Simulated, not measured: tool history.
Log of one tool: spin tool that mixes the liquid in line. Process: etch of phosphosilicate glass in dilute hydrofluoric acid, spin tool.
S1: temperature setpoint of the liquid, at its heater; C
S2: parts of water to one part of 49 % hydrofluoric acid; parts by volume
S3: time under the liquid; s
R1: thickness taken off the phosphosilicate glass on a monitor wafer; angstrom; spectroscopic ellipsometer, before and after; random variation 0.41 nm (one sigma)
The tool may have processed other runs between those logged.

run  hour    S1   S2  S3      R1
  1     0    22  255  50  229.58
  2   5.8    22  290  50  196.65
  3   6.5  23.5  290  50  205.54
  4    15  23.5  290  50  202.49
  5    19  25.5  245  50  272.47
  6    28    27  220  50  328.85

Run 7 comes next. What will it give?
  7  29.1  28  205  50   ?

R1: 378.65 angstrom
